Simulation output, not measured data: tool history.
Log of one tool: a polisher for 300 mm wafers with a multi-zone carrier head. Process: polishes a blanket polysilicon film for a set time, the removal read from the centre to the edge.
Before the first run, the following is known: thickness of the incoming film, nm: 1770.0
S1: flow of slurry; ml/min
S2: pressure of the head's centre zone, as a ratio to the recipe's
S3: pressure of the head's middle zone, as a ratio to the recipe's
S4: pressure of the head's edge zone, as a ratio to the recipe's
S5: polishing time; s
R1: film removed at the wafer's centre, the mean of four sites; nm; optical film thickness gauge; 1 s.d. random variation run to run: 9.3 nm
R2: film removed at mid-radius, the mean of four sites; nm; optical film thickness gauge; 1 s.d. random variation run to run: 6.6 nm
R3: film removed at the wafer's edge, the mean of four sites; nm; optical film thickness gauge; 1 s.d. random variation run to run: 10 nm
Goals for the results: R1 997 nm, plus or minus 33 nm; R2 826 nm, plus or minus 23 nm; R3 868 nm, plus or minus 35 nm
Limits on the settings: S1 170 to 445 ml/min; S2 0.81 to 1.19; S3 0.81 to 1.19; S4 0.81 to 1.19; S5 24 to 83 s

run  hour   S1    S2    S3    S4  S5      R1      R2      R3
  1     0  285     1     1     1  53  748.91  753.74  776.18
  2   0.7  285     1     1     1  40  574.95  572.01  580.78
  3   6.7  285     1  0.92     1  40  573.79  528.73  579.53
  4   7.7  285     1  0.89     1  40   577.2  515.69  589.25
  5   8.6  295  1.03  0.91  1.01  43  626.03  562.39  618.17
  6  14.4  295  1.03  0.91  1.06  43  632.78  562.88  647.95
  7  22.5  305  1.06  0.92  1.06  46   694.6  617.72  677.21
  8  26.5  310  1.16  0.92  1.16  61     971  814.46  956.05
  9  33.5  315  1.17  0.93  1.14  61  1003.9  821.94  945.84
 10  40.7  315  1.17  0.94  1.12  61  989.95  825.79  939.08
 11    49  315  1.17  0.95   1.1  61  998.45  853.55  935.29
 12  53.9  305  1.19  0.91     1  59  966.83  784.83  847.68
 13  55.6  310  1.19  0.91     1  59  971.99  786.95   854.3
 14  59.4  315  1.19  0.91     1  59  966.32  787.25   859.2
 15  66.8  315  1.19  0.91  0.99  59  960.27  789.18   845.7
 16  74.4  315  1.19  0.91  0.98  59  970.72  788.55  843.56
 17  82.7  320  1.19  0.91  0.98  59  968.54   782.8  872.97

Next run, 5 choices. One meets every target within its allowed miss, the rest don't. Which?
  A    91  375  1.16  0.97  0.99  57   ?   ?   ?
  B    91  405   1.1  0.82  0.95  61   ?   ?   ?
  C    91  445  1.16  0.95  1.08  56   ?   ?   ?
  D    91  280  1.19  0.93  0.94  62   ?   ?   ?
  E    91  330  1.11  0.98     1  59   ?   ?   ?

move      R1      R2      R3
   A  915.32  811.35  840.79
   B  948.69  760.13   888.1
   C  911.47  793.02  870.72
   D  984.16   829.4  874.55
   E  907.73  838.15  867.14
A: brings the last run's worst result on target, with another outside its allowed miss
B: moves away from the targets compared with the last run
C: moves away from the targets compared with the last run
D: in spec on every target
E: brings the last run's worst result on target, with another outside its allowed miss
The move that meets every target is D.
